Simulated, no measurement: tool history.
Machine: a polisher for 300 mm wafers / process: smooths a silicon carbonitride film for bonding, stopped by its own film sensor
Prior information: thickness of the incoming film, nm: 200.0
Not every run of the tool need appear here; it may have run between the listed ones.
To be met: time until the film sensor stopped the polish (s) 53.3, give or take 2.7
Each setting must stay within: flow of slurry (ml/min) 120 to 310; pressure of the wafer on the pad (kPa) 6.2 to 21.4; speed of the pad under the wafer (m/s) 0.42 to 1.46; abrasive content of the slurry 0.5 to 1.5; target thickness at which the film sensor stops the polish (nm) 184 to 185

run,hour,flow of slurry (ml/min),pressure of the wafer on the pad (kPa),speed of the pad under the wafer (m/s),abrasive content of the slurry,target thickness at which the film sensor stops the polish (nm),time until the film sensor stopped the polish (s)
1,0,200,13.8,0.94,1,184,72.62
2,9,200,13.8,0.94,1,185,67.944
3,11,200,12.4,0.94,1,185,72.527
4,12.7,200,12.4,0.94,0.9,185,78.981
5,19.7,200,13.8,0.96,0.9,185,69.007
6,23.8,200,14.5,0.96,0.9,185,64.583
7,30,200,15.2,0.96,0.9,185,64.157
8,30.9,200,15.9,0.96,0.9,185,61.14

Which single option among these 5 for the next run brings every result within its allowed miss of target? Just one does.
A,31.8,185,15.2,1.06,0.8,185,?
B,31.8,150,20.7,0.78,0.7,184,?
C,31.8,225,16.5,1.06,0.95,185,?
D,31.8,190,16.5,1.02,0.75,185,?
E,31.8,180,16.5,1,0.9,184,?

move,time until the film sensor stopped the polish (s)
A,62.264
B,65.487
C,52.53
D,59.987
E,61.221
A: lands further from the targets than the last run did
B: lands further from the targets than the last run did
C: every result lands within tolerance
D: nearer the targets than the last run, but a result is still out of spec
E: neither nearer nor further off than the last run
The right move is C.

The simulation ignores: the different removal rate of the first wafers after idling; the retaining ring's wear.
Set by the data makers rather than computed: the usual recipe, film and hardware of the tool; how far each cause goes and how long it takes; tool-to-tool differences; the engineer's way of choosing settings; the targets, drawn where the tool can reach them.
